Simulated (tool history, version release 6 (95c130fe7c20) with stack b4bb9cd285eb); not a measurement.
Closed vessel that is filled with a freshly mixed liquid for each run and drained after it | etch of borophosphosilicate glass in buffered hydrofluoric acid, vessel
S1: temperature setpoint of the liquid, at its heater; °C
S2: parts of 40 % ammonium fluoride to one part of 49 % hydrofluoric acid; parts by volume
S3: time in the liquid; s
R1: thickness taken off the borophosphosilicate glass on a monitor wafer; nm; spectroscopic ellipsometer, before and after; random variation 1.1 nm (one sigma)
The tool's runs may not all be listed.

run	hour	S1	S2	S3	R1
1	0	21	10	35	79.229
2	8	21	10	30	68.405
3	17	22.5	9	30	79.361
4	22.6	20	9	30	68.452
5	29.7	18	9	30	61.993
6	32.7	20	8	30	78.321
7	36.7	24	5	30	150.89

The next listed run, before its measurement:
8	40.7	24.5	5	30	?

{"run 8": {"R1": 156.6}}
